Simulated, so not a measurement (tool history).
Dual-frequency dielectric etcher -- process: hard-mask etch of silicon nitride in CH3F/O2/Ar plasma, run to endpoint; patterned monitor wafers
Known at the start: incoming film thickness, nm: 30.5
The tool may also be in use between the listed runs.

| run | hour | source power (kW) | bias power (kW) | endpoint time (s) |
|---|---|---|---|---|
| 1 | 0 | 0.51 | 0.06 | 42.192 |
| 2 | 1 | 0.42 | 0.06 | 45.056 |
| 3 | 8.3 | 0.51 | 0.06 | 42.578 |
| 4 | 9.3 | 0.42 | 0.06 | 45.108 |
| 5 | 13.1 | 0.49 | 0.062 | 42.484 |
| 6 | 19.6 | 0.49 | 0.052 | 44.635 |
| 7 | 23.9 | 0.55 | 0.055 | 42.274 |

Run 8, settings as shown, results not yet in. Your forecast:
| 8 | 24.8 | 0.65 | 0.062 | ? |

{"run 8": {"endpoint time (s)": 38.188}}
